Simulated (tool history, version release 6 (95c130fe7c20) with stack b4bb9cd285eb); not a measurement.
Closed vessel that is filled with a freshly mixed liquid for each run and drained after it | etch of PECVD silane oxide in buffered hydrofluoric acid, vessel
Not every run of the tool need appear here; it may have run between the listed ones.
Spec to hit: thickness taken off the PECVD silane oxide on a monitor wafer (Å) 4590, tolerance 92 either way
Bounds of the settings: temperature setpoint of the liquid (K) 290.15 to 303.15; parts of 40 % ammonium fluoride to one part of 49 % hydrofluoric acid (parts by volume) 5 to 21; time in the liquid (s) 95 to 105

run	hour	temperature setpoint of the liquid (K)	parts of 40 % ammonium fluoride to one part of 49 % hydrofluoric acid (parts by volume)	time in the liquid (s)	thickness taken off the PECVD silane oxide on a monitor wafer (Å)
1	0	295.15	13	95	3157.4
2	7	297.15	13	95	3480.5
3	12	298.65	13	95	3808.3
4	13.2	299.65	13	95	4022.2
5	19.7	300.15	13	95	4117.8
6	27.2	300.15	15	95	3571.6
7	33.1	301.15	14.5	95	3891
8	34.1	301.65	14.5	95	4018.9
9	38.4	302.15	14.5	95	4137.1

Pick the move, out of 4, that brings all results within their allowed miss; only one does.
A	42.7	301.15	13	100	?
B	42.7	300.65	15.5	105	?
C	42.7	303.15	13	95	?
D	42.7	302.65	12.5	95	?

move	thickness taken off the PECVD silane oxide on a monitor wafer (Å)
A	4575.2
B	3936.9
C	4831
D	4889.5
A: hits every target within its allowed miss
B: lands further from the targets than the last run did
C: takes the result that was furthest off past its target
D: takes the result that was furthest off past its target
Move A is the one to make.
